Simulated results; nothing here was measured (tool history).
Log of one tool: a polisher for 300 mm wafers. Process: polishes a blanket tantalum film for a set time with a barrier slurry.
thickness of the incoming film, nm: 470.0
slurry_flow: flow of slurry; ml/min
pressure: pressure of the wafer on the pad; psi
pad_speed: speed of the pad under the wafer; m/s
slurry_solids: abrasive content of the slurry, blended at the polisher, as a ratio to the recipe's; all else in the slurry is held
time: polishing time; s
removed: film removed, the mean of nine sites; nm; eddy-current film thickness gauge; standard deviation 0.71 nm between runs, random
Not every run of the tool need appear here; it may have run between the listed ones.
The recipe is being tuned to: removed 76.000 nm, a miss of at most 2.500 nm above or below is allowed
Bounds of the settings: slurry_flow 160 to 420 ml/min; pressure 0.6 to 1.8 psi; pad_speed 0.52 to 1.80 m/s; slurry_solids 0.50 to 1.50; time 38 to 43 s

| run | hour | slurry_flow | pressure | pad_speed | slurry_solids | time | removed |
|---|---|---|---|---|---|---|---|
| 1 | 0.0 | 270 | 1.2 | 1.16 | 1.00 | 43 | 47.711 |
| 2 | 3.4 | 270 | 1.4 | 1.16 | 1.00 | 43 | 55.366 |
| 3 | 4.0 | 270 | 1.5 | 1.16 | 1.00 | 43 | 59.016 |
| 4 | 5.1 | 270 | 1.3 | 1.16 | 1.00 | 43 | 51.816 |
| 5 | 6.2 | 270 | 1.3 | 1.16 | 1.00 | 38 | 45.317 |
| 6 | 10.4 | 270 | 1.3 | 1.16 | 1.15 | 38 | 46.973 |
| 7 | 16.8 | 270 | 1.5 | 1.20 | 1.15 | 38 | 55.146 |
| 8 | 24.1 | 270 | 1.6 | 1.24 | 1.15 | 38 | 61.687 |
| 9 | 30.4 | 275 | 1.8 | 1.30 | 1.15 | 38 | 72.913 |

Next run, 4 choices. One meets every target within its allowed miss, the rest don't. Which?
| A | 36.7 | 195 | 1.8 | 1.48 | 0.95 | 39 | ? |
| B | 36.7 | 300 | 1.7 | 1.32 | 1.05 | 38 | ? |
| C | 36.7 | 285 | 1.7 | 1.24 | 1.20 | 39 | ? |
| D | 36.7 | 295 | 1.6 | 1.24 | 1.20 | 43 | ? |

| move | removed |
|---|---|
| A | 76.367 |
| B | 68.369 |
| C | 68.064 |
| D | 70.970 |
A: all results in spec
B: the biggest miss grows against the last run
C: the biggest miss grows against the last run
D: the biggest miss grows against the last run
Answer: A

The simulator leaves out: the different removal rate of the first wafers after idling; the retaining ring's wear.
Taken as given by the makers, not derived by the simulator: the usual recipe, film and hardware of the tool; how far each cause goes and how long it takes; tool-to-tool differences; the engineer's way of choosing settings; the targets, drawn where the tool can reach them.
